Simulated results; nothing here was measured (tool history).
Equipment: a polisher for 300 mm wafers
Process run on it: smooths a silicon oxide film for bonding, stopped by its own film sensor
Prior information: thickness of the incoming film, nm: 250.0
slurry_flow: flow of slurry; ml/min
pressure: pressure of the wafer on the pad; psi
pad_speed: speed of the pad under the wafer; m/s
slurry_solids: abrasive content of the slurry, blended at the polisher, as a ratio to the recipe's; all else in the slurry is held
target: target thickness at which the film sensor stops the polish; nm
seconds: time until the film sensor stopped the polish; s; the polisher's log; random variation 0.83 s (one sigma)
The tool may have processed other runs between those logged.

run,hour,slurry_flow,pressure,pad_speed,slurry_solids,target,seconds
1,0,150,2.6,1.16,1,213,33.664
2,3.6,145,2.1,1.02,1,213,46.288
3,9,140,1.8,0.94,1,213,57.369
4,15.4,135,1.6,0.92,1,213,66.372
5,21.3,135,2.2,0.92,1,213,49.315
6,25.7,135,2.2,0.92,1.2,213,45.916

Run 7, settings as shown, results not yet in. Your forecast:
7,34.7,125,1.9,0.9,1.2,213,?

For run 7 the tool returned seconds 54.496 s.
